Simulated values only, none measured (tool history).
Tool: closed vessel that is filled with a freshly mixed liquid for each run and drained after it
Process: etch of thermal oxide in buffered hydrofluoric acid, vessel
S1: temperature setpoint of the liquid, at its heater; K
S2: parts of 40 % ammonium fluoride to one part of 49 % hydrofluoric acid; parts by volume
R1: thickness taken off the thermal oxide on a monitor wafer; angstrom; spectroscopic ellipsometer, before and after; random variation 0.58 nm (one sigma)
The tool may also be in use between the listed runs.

Run 1, hour 0: S1 297.15 K, S2 20 parts by volume, time in the liquid (s) 115. Result: R1 765.77 angstrom.
Run 2, hour 2.9: S1 296.15 K, S2 20 parts by volume, time in the liquid (s) 115. Result: R1 723.74 angstrom.
Run 3, hour 8.6: S1 298.65 K, S2 20 parts by volume, time in the liquid (s) 115. Result: R1 821.18 angstrom.
Run 4, hour 17.5: S1 298.65 K, S2 17 parts by volume, time in the liquid (s) 115. Result: R1 957.73 angstrom.
Run 5, hour 24.6: S1 297.15 K, S2 17 parts by volume, time in the liquid (s) 115. Result: R1 892.19 angstrom.
Run 6, hour 32.5: S1 295.65 K, S2 17 parts by volume, time in the liquid (s) 115. Result: R1 803.65 angstrom.
Run 7, hour 39.5: S1 294.65 K, S2 17 parts by volume, time in the liquid (s) 115. Result: R1 767.09 angstrom.
Run 8, hour 44.2: S1 293.65 K, S2 17 parts by volume, time in the liquid (s) 115. Result: R1 731.24 angstrom.
Run 9, hour 44.7: S1 293.15 K, S2 17 parts by volume, time in the liquid (s) 115. Result: R1 702.07 angstrom.

Run 10 comes next. What will it give?
Run 10, hour 51: S1 292.65 K, S2 17 parts by volume, time in the liquid (s) 115. Result: R1 ?.

Run 10 gave R1 683.32 angstrom.
